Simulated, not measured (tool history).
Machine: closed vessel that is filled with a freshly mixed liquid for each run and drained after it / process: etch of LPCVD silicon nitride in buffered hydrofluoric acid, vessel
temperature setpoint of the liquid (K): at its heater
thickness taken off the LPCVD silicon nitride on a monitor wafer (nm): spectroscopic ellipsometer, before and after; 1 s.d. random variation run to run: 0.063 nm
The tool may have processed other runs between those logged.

run	hour	temperature setpoint of the liquid (K)	parts of 40 % ammonium fluoride to one part of 49 % hydrofluoric acid (parts by volume)	time in the liquid (s)	thickness taken off the LPCVD silicon nitride on a monitor wafer (nm)
1	0.0	294.15	23.5	2140	10.260
2	5.6	294.65	23.5	2140	10.412
3	10.2	295.15	23.5	2140	10.768
4	18.2	295.65	23.5	2140	11.095
5	24.4	295.65	21.0	2140	11.977
6	25.9	295.65	25.5	2140	10.493
7	27.8	296.15	25.5	2140	10.690

What will run 8 give?
8	29.3	296.65	25.5	2140	?

thickness taken off the LPCVD silicon nitride on a monitor wafer (nm): 11.097
